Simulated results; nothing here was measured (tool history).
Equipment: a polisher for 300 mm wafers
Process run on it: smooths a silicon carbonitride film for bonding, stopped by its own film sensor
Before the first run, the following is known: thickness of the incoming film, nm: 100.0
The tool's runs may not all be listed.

run	hour	flow of slurry (ml/min)	pressure of the wafer on the pad (kPa)	speed of the pad under the wafer (m/s)	abrasive content of the slurry	target thickness at which the film sensor stops the polish (nm)	time until the film sensor stopped the polish (s)
1	0	270	14.5	0.8	1	71	148.11
2	4.5	270	12.4	0.76	1	71	176.81
3	11.7	270	12.4	0.76	1	71	178.8
4	19.9	235	12.4	0.76	1	71	179.25
5	22.3	190	12.4	0.76	1	71	184.39
6	28.6	190	11	0.74	1	71	213.65
7	30.8	185	9.7	0.74	1	71	241.29
8	35.5	185	9	0.74	1	71	261.9
9	43.8	185	8.3	0.74	1	71	279.87
10	45.3	185	7.6	0.74	1	71	305.39
11	51.1	185	8.3	0.74	1	71	277.32
12	55.3	185	8.3	0.74	1	71	279.19
13	62.4	185	7.6	0.74	1	71	308.02
14	69.2	185	8.3	0.74	1	71	280.7
15	76.1	185	7.6	0.74	1	71	303.5
16	83.4	190	8.3	0.74	1	71	274.72
17	87.9	185	7.6	0.74	1	71	310.32
18	96.5	185	7.6	0.74	1	71	309.87

Run 19 is up next; what results do you expect?
19	100.1	185	8.3	0.74	1	71	?

Run 19 came out at time until the film sensor stopped the polish (s) 279.64.
